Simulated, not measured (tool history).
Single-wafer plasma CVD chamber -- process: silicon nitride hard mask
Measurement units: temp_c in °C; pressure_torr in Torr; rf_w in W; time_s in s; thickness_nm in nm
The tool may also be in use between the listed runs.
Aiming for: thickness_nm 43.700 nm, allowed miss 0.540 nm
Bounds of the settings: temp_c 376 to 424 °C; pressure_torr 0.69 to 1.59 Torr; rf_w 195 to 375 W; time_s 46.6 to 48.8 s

run,hour,temp_c,pressure_torr,rf_w,time_s,thickness_nm
1,0.0,400,1.14,285,48.8,46.572
2,1.4,400,1.10,285,48.8,45.864
3,10.0,400,1.10,305,48.8,47.696
4,11.9,400,1.10,305,48.8,47.869
5,17.2,400,1.04,305,48.8,46.818
6,24.9,407,1.04,305,48.8,46.426
7,27.2,408,1.01,305,48.8,46.012
8,36.1,408,0.98,305,48.8,45.245
9,36.9,409,0.96,305,48.8,44.946
10,39.7,409,0.95,305,48.8,44.687
11,43.9,409,0.94,305,48.8,44.466

5 next moves are on the table. One of them brings every result within its allowed miss. Which?
A,48.1,407,1.02,300,48.2,?
B,48.1,414,0.95,325,48.1,?
C,48.1,414,0.83,340,48.1,?
D,48.1,409,0.95,320,48.5,?
E,48.1,418,1.06,290,48.3,?

move,thickness_nm
A,45.223
B,45.700
C,43.806
D,45.744
E,44.918
A: further off than the last run
B: further off than the last run
C: meets every target
D: further off than the last run
E: further off than the last run
The move that meets every target is C.
